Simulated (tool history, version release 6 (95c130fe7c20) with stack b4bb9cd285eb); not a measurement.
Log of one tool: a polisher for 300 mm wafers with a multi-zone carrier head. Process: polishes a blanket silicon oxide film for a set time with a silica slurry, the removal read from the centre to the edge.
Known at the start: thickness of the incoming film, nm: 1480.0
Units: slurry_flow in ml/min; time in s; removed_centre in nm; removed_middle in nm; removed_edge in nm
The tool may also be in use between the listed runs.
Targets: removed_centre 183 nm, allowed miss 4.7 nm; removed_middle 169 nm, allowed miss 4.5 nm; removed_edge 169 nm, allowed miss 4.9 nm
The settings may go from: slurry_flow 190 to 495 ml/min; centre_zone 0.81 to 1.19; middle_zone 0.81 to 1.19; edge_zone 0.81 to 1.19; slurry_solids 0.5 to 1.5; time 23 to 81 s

run  hour  slurry_flow  centre_zone  middle_zone  edge_zone  slurry_solids  time  removed_centre  removed_middle  removed_edge
  1     0          320            1            1          1              1    52          249.85          243.04        255.54
  2   1.3          320            1            1          1              1    58          275.63           267.9        283.48
  3   8.5          325            1         0.99       0.97            0.9    56          252.29          245.33        257.72
  4  16.9          330         1.01         0.99       0.95           0.85    54          240.46          229.13        238.05
  5  19.1          330         1.01         0.99       0.99           0.85    54          239.88          230.13        241.89
  6  20.8          330         1.01         0.99       0.99           0.85    58          259.03          244.45        259.63
  7  28.3          350         1.02         0.95       0.89            0.6    45          161.78          145.62        153.29
  8  30.3          350         1.03         0.97       0.91            0.6    45          162.91           149.9        156.77
       36  -- slurry nozzle cleaned
  9    36          405         1.13         1.06       0.97           0.65    45          204.53          185.19        177.46
 10  37.2          395         1.12         1.05       0.96           0.65    45          203.09          182.63        179.04
 11  39.6          390         1.11         1.04       0.95           0.65    45          201.16          181.46        178.35
 12  47.1          385          1.1         1.03       0.94           0.65    45          198.87          180.01        174.98

Which of these 4 next moves meets every target?
  A  54.6          395         1.12         1.02       0.95           0.65    43               ?               ?             ?
  B  54.6          360            1          1.1       0.92            0.8    38               ?               ?             ?
  C  54.6          415         1.05         1.05       0.94            0.7    43               ?               ?             ?
  D  54.6          405         1.07         1.03       0.98            0.7    40               ?               ?             ?

move  removed_centre  removed_middle  removed_edge
   A          191.51          170.02        167.59
   B          172.17          182.75        166.65
   C          189.92          184.31        176.18
   D          179.66          168.34        166.65
A: nearer than the last run, and not there yet
B: takes the result that was furthest off past its target
C: as far off as the last run
D: meets every target
The right move is D.
